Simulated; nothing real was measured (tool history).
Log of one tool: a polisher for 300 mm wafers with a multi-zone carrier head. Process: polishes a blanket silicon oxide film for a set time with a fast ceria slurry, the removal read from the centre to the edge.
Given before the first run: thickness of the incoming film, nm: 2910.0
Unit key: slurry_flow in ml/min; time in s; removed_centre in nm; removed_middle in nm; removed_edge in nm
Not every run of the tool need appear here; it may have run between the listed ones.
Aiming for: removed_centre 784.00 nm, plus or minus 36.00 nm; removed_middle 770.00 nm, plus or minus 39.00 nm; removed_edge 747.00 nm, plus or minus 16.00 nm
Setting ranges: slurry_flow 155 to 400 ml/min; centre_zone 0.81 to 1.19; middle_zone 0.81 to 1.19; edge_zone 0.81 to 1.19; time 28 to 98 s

| run | hour | slurry_flow | centre_zone | middle_zone | edge_zone | time | removed_centre | removed_middle | removed_edge |
|---|---|---|---|---|---|---|---|---|---|
| 1 | 0.0 | 255 | 1.00 | 1.00 | 1.00 | 63 | 875.71 | 909.93 | 885.60 |
| 2 | 2.3 | 255 | 1.00 | 1.00 | 0.96 | 63 | 890.53 | 903.97 | 866.52 |
| 3 | 6.3 | 250 | 0.99 | 0.99 | 0.94 | 62 | 867.93 | 893.91 | 850.53 |
| 4 | 9.5 | 245 | 0.99 | 0.98 | 0.93 | 61 | 839.65 | 875.33 | 829.55 |
| 5 | 13.9 | 245 | 0.99 | 0.98 | 0.99 | 61 | 847.17 | 868.10 | 852.27 |
| 6 | 16.1 | 290 | 0.99 | 0.98 | 0.99 | 61 | 850.30 | 870.07 | 863.15 |
| 7 | 23.4 | 290 | 0.99 | 0.97 | 0.97 | 60 | 860.22 | 878.32 | 842.98 |
| 8 | 25.7 | 280 | 0.99 | 0.96 | 0.96 | 59 | 828.78 | 830.09 | 809.40 |
| 9 | 32.8 | 275 | 0.98 | 0.95 | 0.94 | 59 | 832.97 | 829.26 | 811.07 |
| 10 | 36.4 | 275 | 0.98 | 0.95 | 0.94 | 59 | 842.55 | 830.98 | 810.80 |
| 11 | 42.7 | 270 | 0.97 | 0.94 | 0.93 | 58 | 805.19 | 782.60 | 790.18 |
| 12 | 48.3 | 265 | 0.97 | 0.94 | 0.92 | 58 | 810.19 | 809.01 | 790.78 |

5 next moves are on the table. One of them brings every result within its allowed miss. Which?
| A | 53.9 | 290 | 0.95 | 1.09 | 0.90 | 55 | ? | ? | ? |
| B | 53.9 | 235 | 0.98 | 0.96 | 0.98 | 62 | ? | ? | ? |
| C | 53.9 | 280 | 1.04 | 0.96 | 0.84 | 54 | ? | ? | ? |
| D | 53.9 | 315 | 0.98 | 0.93 | 0.89 | 55 | ? | ? | ? |
| E | 53.9 | 285 | 0.90 | 0.94 | 0.81 | 64 | ? | ? | ? |

| move | removed_centre | removed_middle | removed_edge |
|---|---|---|---|
| A | 741.40 | 864.03 | 743.89 |
| B | 839.81 | 858.88 | 859.63 |
| C | 781.59 | 759.37 | 709.45 |
| D | 765.38 | 760.43 | 745.72 |
| E | 823.11 | 886.13 | 829.75 |
A: meets the target for the result that was furthest off, but another lies outside its allowed miss
B: misses by more than the last run did
C: carries the result that was furthest off beyond its target, to the other side
D: all results in spec
E: misses by more than the last run did
So the answer is move D, the one that meets all the targets.
